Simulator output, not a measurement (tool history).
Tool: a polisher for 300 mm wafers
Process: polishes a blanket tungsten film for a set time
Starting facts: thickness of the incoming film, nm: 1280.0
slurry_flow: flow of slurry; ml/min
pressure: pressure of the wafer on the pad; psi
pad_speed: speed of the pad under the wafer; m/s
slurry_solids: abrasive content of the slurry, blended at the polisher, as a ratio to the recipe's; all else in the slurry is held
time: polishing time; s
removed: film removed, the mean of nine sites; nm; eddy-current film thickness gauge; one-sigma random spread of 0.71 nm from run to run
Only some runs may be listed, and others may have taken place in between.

{"run": 1, "hour": 0.0, "slurry_flow": 220, "pressure": 2.8, "pad_speed": 1.42, "slurry_solids": 1, "time": 29, "removed": 120.53}
{"run": 2, "hour": 8.0, "slurry_flow": 220, "pressure": 2.7, "pad_speed": 1.42, "slurry_solids": 1, "time": 29, "removed": 117.44}
{"run": 3, "hour": 9.0, "slurry_flow": 220, "pressure": 2.7, "pad_speed": 1.68, "slurry_solids": 1, "time": 29, "removed": 133.98}
{"run": 4, "hour": 17.9, "slurry_flow": 220, "pressure": 2.7, "pad_speed": 1.68, "slurry_solids": 1.2, "time": 29, "removed": 142.18}
{"run": 5, "hour": 23.1, "slurry_flow": 220, "pressure": 2.7, "pad_speed": 1.68, "slurry_solids": 1.3, "time": 29, "removed": 145.99}
{"run": 6, "hour": 25.5, "slurry_flow": 220, "pressure": 2.5, "pad_speed": 1.68, "slurry_solids": 1.3, "time": 29, "removed": 135.99}
{"run": 7, "hour": 31.6, "slurry_flow": 205, "pressure": 1.7, "pad_speed": 1.66, "slurry_solids": 1.3, "time": 29, "removed": 91.479}
{"hour": 37.8, "done": "slurry nozzle cleaned"}
{"run": 8, "hour": 37.8, "slurry_flow": 200, "pressure": 1.7, "pad_speed": 1.66, "slurry_solids": 1.3, "time": 29, "removed": 93.666}
{"run": 9, "hour": 45.4, "slurry_flow": 200, "pressure": 1.6, "pad_speed": 1.66, "slurry_solids": 1.3, "time": 29, "removed": 89.818}

For run 10, what comes out?
{"run": 10, "hour": 50.4, "slurry_flow": 190, "pressure": 1.5, "pad_speed": 1.66, "slurry_solids": 1.3, "time": 29, "removed": "?"}

removed: 84.787 nm
